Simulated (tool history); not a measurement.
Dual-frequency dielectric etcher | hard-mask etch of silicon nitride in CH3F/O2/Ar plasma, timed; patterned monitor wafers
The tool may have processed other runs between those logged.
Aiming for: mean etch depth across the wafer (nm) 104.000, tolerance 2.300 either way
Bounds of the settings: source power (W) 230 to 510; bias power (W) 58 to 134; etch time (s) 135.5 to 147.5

run	hour	source power (W)	bias power (W)	etch time (s)	mean etch depth across the wafer (nm)
1	0.0	370	96	147.5	117.180
2	6.6	350	95	147.5	113.770
3	8.9	310	95	147.5	109.140
4	17.2	310	95	147.5	108.980
5	25.5	310	95	147.5	108.850
6	31.3	310	109	147.5	113.980
7	40.2	300	108	147.5	112.700
8	45.3	290	107	147.5	111.220
9	53.1	240	101	146.5	99.064
10	59.1	250	101	146.5	100.890

Below are 4 possible settings for the next run. Only one of them brings all results inside the allowed miss of their targets. Which is it?
A	65.1	230	100	147.5	?
B	65.1	310	96	140.0	?
C	65.1	270	95	135.5	?
D	65.1	300	95	135.5	?

move	mean etch depth across the wafer (nm)
A	97.785
B	103.810
C	94.364
D	98.694
A: further off than the last run
B: meets every target
C: further off than the last run
D: further off than the last run
So the answer is move B, the one that meets all the targets.
